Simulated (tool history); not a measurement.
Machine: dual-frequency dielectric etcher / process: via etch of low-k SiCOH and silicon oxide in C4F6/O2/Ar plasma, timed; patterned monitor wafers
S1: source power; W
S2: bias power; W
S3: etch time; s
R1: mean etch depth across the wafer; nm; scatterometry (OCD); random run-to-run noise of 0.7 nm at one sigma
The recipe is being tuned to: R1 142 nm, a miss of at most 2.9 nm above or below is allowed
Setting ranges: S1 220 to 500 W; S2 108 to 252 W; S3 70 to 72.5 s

run  hour   S1   S2  S3      R1
  1     0  360  180  70  164.71
  2   3.6  420  180  70  179.13
  3   4.3  420  180  70  177.71
  4   7.2  420  199  70  184.27
  5  13.7  420  183  70  178.28
  6    21  420  159  70  169.97
  7  28.3  400  157  70   165.7
  8  36.5  380  155  70  160.11
  9  39.3  370  154  70  155.78
 10  43.9  360  153  70  154.85
 11  44.6  350  152  70  151.82
 12  49.7  340  152  70  149.16

Which of these 5 next moves meets every target?
  A  54.8  330  156  70.5   ?
  B  54.8  360  142    70   ?
  C  54.8  340  138  72.5   ?
  D  54.8  340  134    70   ?
  E  54.8  320  167    70   ?

move      R1
   A  149.68
   B  150.72
   C  149.58
   D  142.86
   E  149.82
A: lands further from the targets than the last run did
B: lands further from the targets than the last run did
C: lands further from the targets than the last run did
D: all results land within tolerance of their targets
E: lands further from the targets than the last run did
D meets every target.
